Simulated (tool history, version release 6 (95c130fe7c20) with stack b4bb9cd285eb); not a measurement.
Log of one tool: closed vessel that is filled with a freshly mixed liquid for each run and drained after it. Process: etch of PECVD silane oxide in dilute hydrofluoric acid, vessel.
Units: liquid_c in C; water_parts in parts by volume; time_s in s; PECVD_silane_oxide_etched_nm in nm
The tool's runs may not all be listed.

run	hour	liquid_c	water_parts	time_s	PECVD_silane_oxide_etched_nm
1	0	23	205	670	60.04
2	3.8	23	255	670	45.742
3	6.9	23	255	710	48.484
4	12.3	23	255	670	45.463
# hour 16.3: hydrofluoric acid flow meter replaced
5	16.3	20.5	255	670	45.373
6	18.2	18.5	255	670	41.801
7	22.4	22	200	680	65.268
8	31.5	24.5	160	690	95.883
9	39.6	26	130	695	128.76
10	44.2	27	110	695	163.35
11	50.7	31	70	695	316.22
12	54.4	30.5	70	695	310.27
13	56.1	30	70	695	303.81

Run 14 comes next. What will it give?
14	61.5	29.5	70	695	?

PECVD_silane_oxide_etched_nm: 296.53 nm

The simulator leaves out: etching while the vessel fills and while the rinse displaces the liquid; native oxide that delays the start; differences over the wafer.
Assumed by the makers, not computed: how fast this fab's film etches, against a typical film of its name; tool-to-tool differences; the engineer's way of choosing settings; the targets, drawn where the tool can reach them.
